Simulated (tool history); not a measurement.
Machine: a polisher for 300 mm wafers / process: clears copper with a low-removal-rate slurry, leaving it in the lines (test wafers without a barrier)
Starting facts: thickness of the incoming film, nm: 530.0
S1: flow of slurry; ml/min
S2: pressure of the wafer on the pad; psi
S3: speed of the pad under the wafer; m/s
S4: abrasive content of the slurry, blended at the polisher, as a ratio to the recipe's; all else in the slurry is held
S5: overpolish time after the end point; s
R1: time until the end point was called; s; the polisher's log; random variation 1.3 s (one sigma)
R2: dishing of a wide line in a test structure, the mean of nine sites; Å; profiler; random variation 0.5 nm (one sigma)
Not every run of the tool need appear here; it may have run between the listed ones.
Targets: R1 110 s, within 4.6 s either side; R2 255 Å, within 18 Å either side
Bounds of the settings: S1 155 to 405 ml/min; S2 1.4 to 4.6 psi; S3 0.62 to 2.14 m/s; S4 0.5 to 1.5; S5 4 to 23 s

{"run": 1, "hour": 0.0, "S1": 260, "S2": 3, "S3": 1.38, "S4": 1, "S5": 12, "R1": 115.76, "R2": 332.51}
{"run": 2, "hour": 5.7, "S1": 260, "S2": 2.5, "S3": 1.38, "S4": 1, "S5": 12, "R1": 136.53, "R2": 286.56}
{"run": 3, "hour": 12.4, "S1": 260, "S2": 2.5, "S3": 1.1, "S4": 1, "S5": 12, "R1": 157.7, "R2": 262.49}
{"run": 4, "hour": 14.0, "S1": 260, "S2": 2.8, "S3": 1.12, "S4": 1, "S5": 10, "R1": 137.38, "R2": 257.06}
{"run": 5, "hour": 19.2, "S1": 260, "S2": 2.8, "S3": 1.12, "S4": 0.8, "S5": 10, "R1": 144.43, "R2": 241.29}
{"run": 6, "hour": 21.5, "S1": 260, "S2": 2.3, "S3": 1.12, "S4": 0.8, "S5": 10, "R1": 178.38, "R2": 199.74}
{"run": 7, "hour": 29.8, "S1": 260, "S2": 2.7, "S3": 1.14, "S4": 0.8, "S5": 9, "R1": 146.21, "R2": 216.29}
{"run": 8, "hour": 35.1, "S1": 260, "S2": 2.9, "S3": 1.14, "S4": 0.8, "S5": 9, "R1": 139.61, "R2": 230.61}
{"run": 9, "hour": 40.2, "S1": 260, "S2": 3.1, "S3": 1.16, "S4": 0.8, "S5": 9, "R1": 127.1, "R2": 241.08}

Exactly one of the 5 candidate moves below puts every result within its allowed miss. Which one?
{"run": "A", "hour": 45.3, "S1": 255, "S2": 2.8, "S3": 0.98, "S4": 0.75, "S5": 12, "R1": "?", "R2": "?"}
{"run": "B", "hour": 45.3, "S1": 210, "S2": 2.9, "S3": 1.16, "S4": 0.75, "S5": 11, "R1": "?", "R2": "?"}
{"run": "C", "hour": 45.3, "S1": 265, "S2": 3.3, "S3": 0.98, "S4": 0.75, "S5": 8, "R1": "?", "R2": "?"}
{"run": "D", "hour": 45.3, "S1": 345, "S2": 3.1, "S3": 1.28, "S4": 0.55, "S5": 8, "R1": "?", "R2": "?"}
{"run": "E", "hour": 45.3, "S1": 285, "S2": 3.5, "S3": 1.18, "S4": 1, "S5": 8, "R1": "?", "R2": "?"}

move=A R1=160.66 R2=259
move=B R1=142.62 R2=265.93
move=C R1=137.33 R2=213.38
move=D R1=123.63 R2=232.06
move=E R1=109.91 R2=256.1
A: lands further from the targets than the last run did
B: lands further from the targets than the last run did
C: lands further from the targets than the last run did
D: gains on the last run, yet a result remains outside its allowed miss
E: all results land within tolerance of their targets
Answer: E
